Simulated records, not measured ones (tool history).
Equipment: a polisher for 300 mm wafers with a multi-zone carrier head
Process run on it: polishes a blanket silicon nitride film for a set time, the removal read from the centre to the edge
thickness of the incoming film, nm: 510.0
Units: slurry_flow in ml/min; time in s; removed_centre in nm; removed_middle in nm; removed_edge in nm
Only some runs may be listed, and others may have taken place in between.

{"run": 1, "day": 0.0, "slurry_flow": 150, "centre_zone": 1.0, "middle_zone": 1.0, "edge_zone": 1.0, "time": 59, "removed_centre": 110.16, "removed_middle": 106.71, "removed_edge": 115.51}
{"run": 2, "day": 0.362, "slurry_flow": 150, "centre_zone": 1.0, "middle_zone": 1.02, "edge_zone": 0.96, "time": 57, "removed_centre": 107.54, "removed_middle": 106.07, "removed_edge": 108.11}
{"run": 3, "day": 0.392, "slurry_flow": 150, "centre_zone": 1.0, "middle_zone": 0.96, "edge_zone": 0.96, "time": 57, "removed_centre": 106.16, "removed_middle": 100.66, "removed_edge": 107.13}
{"run": 4, "day": 0.675, "slurry_flow": 150, "centre_zone": 1.0, "middle_zone": 0.88, "edge_zone": 0.96, "time": 57, "removed_centre": 106.85, "removed_middle": 92.42, "removed_edge": 109.54}
{"run": 5, "day": 0.971, "slurry_flow": 150, "centre_zone": 1.0, "middle_zone": 0.88, "edge_zone": 0.96, "time": 45, "removed_centre": 85.421, "removed_middle": 72.444, "removed_edge": 83.431}
{"run": 6, "day": 1.267, "slurry_flow": 150, "centre_zone": 1.06, "middle_zone": 0.88, "edge_zone": 0.96, "time": 45, "removed_centre": 89.723, "removed_middle": 73.979, "removed_edge": 85.698}
{"run": 7, "day": 1.421, "slurry_flow": 160, "centre_zone": 1.05, "middle_zone": 0.93, "edge_zone": 0.96, "time": 45, "removed_centre": 90.843, "removed_middle": 77.307, "removed_edge": 84.36}
{"run": 8, "day": 1.658, "slurry_flow": 160, "centre_zone": 1.05, "middle_zone": 0.93, "edge_zone": 0.96, "time": 45, "removed_centre": 88.364, "removed_middle": 76.686, "removed_edge": 84.761}
{"day": 2.025, "done": "edge zone pressure recalibrated"}
{"run": 9, "day": 2.025, "slurry_flow": 160, "centre_zone": 1.05, "middle_zone": 0.97, "edge_zone": 0.96, "time": 45, "removed_centre": 89.595, "removed_middle": 80.655, "removed_edge": 80.919}

Forecast run 10:
{"run": 10, "day": 2.138, "slurry_flow": 195, "centre_zone": 0.95, "middle_zone": 1.05, "edge_zone": 1.06, "time": 48, "removed_centre": "?", "removed_middle": "?", "removed_edge": "?"}

Run 10 yielded removed_centre 90.994 nm, removed_middle 94.685 nm, removed_edge 95.803 nm.

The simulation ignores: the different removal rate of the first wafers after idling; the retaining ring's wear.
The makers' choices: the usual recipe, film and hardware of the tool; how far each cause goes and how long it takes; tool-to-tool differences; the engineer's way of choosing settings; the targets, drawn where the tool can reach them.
